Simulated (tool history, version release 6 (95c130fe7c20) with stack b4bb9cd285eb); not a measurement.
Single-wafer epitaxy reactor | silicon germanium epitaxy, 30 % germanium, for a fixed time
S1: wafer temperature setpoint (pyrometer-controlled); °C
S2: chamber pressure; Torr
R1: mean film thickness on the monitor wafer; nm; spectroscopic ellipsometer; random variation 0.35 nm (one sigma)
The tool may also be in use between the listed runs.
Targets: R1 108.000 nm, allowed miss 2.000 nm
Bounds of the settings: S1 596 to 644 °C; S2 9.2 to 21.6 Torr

run,day,S1,S2,R1
1,0.000,620,15.4,69.326
2,0.175,612,15.4,60.395
3,0.271,616,15.6,65.436
4,0.625,622,15.6,72.338
5,0.675,628,15.6,80.596
6,1.029,618,15.6,67.415
7,1.292,622,15.7,72.706
8,1.321,625,15.8,76.800
9,1.675,628,15.9,80.913
10,1.746,640,16.8,101.760
11,2.121,642,16.8,105.740

4 next moves are on the table. One of them brings every result within its allowed miss. Which?
A,2.496,641,18.1,?
B,2.496,641,16.6,?
C,2.496,639,18.3,?
D,2.496,640,16.9,?

move,R1
A,107.190
B,103.120
C,104.140
D,102.220
A: meets every target
B: further off than the last run
C: further off than the last run
D: further off than the last run
Answer: A
